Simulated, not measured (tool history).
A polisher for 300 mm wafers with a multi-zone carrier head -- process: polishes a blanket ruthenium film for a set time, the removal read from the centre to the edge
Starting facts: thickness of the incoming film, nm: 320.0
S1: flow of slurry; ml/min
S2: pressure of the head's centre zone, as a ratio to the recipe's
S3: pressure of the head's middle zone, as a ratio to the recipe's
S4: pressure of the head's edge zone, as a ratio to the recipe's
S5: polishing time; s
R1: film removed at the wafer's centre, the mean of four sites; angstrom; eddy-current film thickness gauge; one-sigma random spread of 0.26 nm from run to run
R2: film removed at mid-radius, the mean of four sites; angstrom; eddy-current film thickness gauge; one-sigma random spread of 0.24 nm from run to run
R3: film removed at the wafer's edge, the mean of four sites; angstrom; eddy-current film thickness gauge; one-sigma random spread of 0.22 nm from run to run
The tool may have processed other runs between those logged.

Run 1, hour 0.0: S1 120 ml/min, S2 1.00, S3 1.00, S4 1.00, S5 38 s. Result: R1 421.76 angstrom, R2 408.71 angstrom, R3 416.31 angstrom.
Run 2, hour 7.4: S1 120 ml/min, S2 1.00, S3 1.08, S4 1.00, S5 38 s. Result: R1 418.59 angstrom, R2 435.95 angstrom, R3 415.26 angstrom.
Run 3, hour 8.2: S1 120 ml/min, S2 1.00, S3 1.08, S4 1.07, S5 38 s. Result: R1 419.96 angstrom, R2 437.45 angstrom, R3 422.51 angstrom.
Run 4, hour 13.8: S1 120 ml/min, S2 1.00, S3 1.08, S4 1.07, S5 42 s. Result: R1 464.75 angstrom, R2 485.07 angstrom, R3 470.31 angstrom.
Run 5, hour 15.3: S1 115 ml/min, S2 1.01, S3 1.04, S4 1.05, S5 37 s. Result: R1 410.34 angstrom, R2 414.54 angstrom, R3 418.46 angstrom.
Run 6, hour 16.2: S1 125 ml/min, S2 1.01, S3 0.99, S4 1.01, S5 32 s. Result: R1 357.07 angstrom, R2 345.48 angstrom, R3 352.94 angstrom.
Run 7, hour 18.3: S1 130 ml/min, S2 1.02, S3 0.96, S4 0.99, S5 29 s. Result: R1 331.29 angstrom, R2 302.53 angstrom, R3 322.67 angstrom.
Run 8, hour 22.9: S1 130 ml/min, S2 1.02, S3 0.94, S4 0.96, S5 27 s. Result: R1 304.19 angstrom, R2 281.41 angstrom, R3 290.88 angstrom.
Run 9, hour 31.8: S1 120 ml/min, S2 1.03, S3 0.91, S4 0.94, S5 27 s. Result: R1 307.04 angstrom, R2 276.41 angstrom, R3 286.13 angstrom.
Run 10, hour 32.5: S1 90 ml/min, S2 1.04, S3 0.81, S4 0.93, S5 22 s. Result: R1 243.59 angstrom, R2 190.79 angstrom, R3 225.00 angstrom.
Run 11, hour 38.2: S1 120 ml/min, S2 1.03, S3 0.85, S4 0.95, S5 22 s. Result: R1 248.02 angstrom, R2 210.53 angstrom, R3 235.71 angstrom.
Run 12, hour 44.2: S1 120 ml/min, S2 1.03, S3 0.85, S4 0.95, S5 22 s. Result: R1 251.91 angstrom, R2 212.41 angstrom, R3 238.07 angstrom.

What will run 13 give?
Run 13, hour 49.1: S1 150 ml/min, S2 1.05, S3 0.87, S4 0.98, S5 22 s. Result: R1 ?, R2 ?, R3 ?.

{"run 13": {"R1": 259.66, "R2": 223.31, "R3": 244.43}}
